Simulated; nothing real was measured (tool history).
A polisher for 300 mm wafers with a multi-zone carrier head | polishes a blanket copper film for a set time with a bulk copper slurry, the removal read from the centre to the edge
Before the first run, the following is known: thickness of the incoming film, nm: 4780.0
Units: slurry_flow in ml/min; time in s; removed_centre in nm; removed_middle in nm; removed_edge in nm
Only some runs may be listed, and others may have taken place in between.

run,day,slurry_flow,centre_zone,middle_zone,edge_zone,slurry_solids,time,removed_centre,removed_middle,removed_edge
1,0,210,1,1,1,1,52,412.99,405.28,400.67
2,0.117,210,1,1.06,1,1,52,403.49,429.67,408.48
3,0.371,210,1,1.12,1,1,52,403.68,447.24,409.64
4,0.658,210,1,1.09,1,1,52,408.85,425.95,403.13
5,0.917,200,0.98,1.04,1.02,0.9,45,339.5,351.09,338.84
6,1.104,190,0.95,0.99,1.05,0.8,41,287.82,299.16,305.12

Run 7 is up next; what results do you expect?
7,1.367,190,0.95,0.99,1.05,0.8,41,?,?,?

removed_centre: 286.7 nm
removed_middle: 295.8 nm
removed_edge: 296.73 nm
